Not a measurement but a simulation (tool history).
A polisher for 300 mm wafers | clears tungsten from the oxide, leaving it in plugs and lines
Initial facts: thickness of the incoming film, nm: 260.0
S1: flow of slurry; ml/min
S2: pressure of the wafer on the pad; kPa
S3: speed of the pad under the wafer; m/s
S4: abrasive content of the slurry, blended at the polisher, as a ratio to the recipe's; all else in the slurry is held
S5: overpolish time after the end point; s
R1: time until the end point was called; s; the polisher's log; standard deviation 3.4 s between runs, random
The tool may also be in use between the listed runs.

run  hour   S1    S2    S3   S4  S5      R1
  1   0.0  310  16.5  0.84  1.0   5  111.26
  2   2.6  310  16.5  0.84  1.0   5  108.38
  3   3.5  250  16.5  0.84  1.0   5  111.04
  4   9.6  190  16.5  0.84  1.0   5  117.30
  5  13.3  190  16.5  0.84  0.8   5  121.17
  6  22.1  190  13.8  0.82  0.8   5  141.36
  7  27.5  190  12.4  0.78  0.8   5  156.90

For run 8, what comes out?
  8  32.4  185  8.3  0.68  0.8   5   ?

{"run 8": {"R1": 235.16}}
